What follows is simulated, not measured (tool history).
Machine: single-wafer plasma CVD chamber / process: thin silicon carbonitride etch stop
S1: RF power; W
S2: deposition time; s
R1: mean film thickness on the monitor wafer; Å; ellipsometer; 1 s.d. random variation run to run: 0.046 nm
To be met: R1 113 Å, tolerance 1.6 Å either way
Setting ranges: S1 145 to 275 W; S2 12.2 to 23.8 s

run 1 hour=0 | S1=210 S2=18 | R1=96.237
run 2 hour=1.9 | S1=230 S2=18 | R1=98.318
run 3 hour=9.1 | S1=230 S2=15.6 | R1=85.145
run 4 hour=13.1 | S1=240 S2=15.6 | R1=86.375
run 5 hour=19.1 | S1=245 S2=16 | R1=88.661
run 6 hour=19.7 | S1=245 S2=13.7 | R1=75.927
run 7 hour=28.4 | S1=245 S2=13.7 | R1=75.9
run 8 hour=36.1 | S1=275 S2=16.6 | R1=93.85
run 9 hour=37.4 | S1=275 S2=19.5 | R1=111.07

Which one of the following 4 next-run settings gets every result inside its allowed miss? There is exactly one.
run A hour=38.7 | S1=275 S2=20.6 | R1=?
run B hour=38.7 | S1=265 S2=19 | R1=?
run C hour=38.7 | S1=250 S2=19.7 | R1=?
run D hour=38.7 | S1=250 S2=20.4 | R1=?

move=A R1=116
move=B R1=106.04
move=C R1=108.42
move=D R1=112.28
A: takes the biggest miss from the last run beyond its target
B: its largest miss is bigger than the last run's
C: its largest miss is bigger than the last run's
D: all results in spec
The right move is D.

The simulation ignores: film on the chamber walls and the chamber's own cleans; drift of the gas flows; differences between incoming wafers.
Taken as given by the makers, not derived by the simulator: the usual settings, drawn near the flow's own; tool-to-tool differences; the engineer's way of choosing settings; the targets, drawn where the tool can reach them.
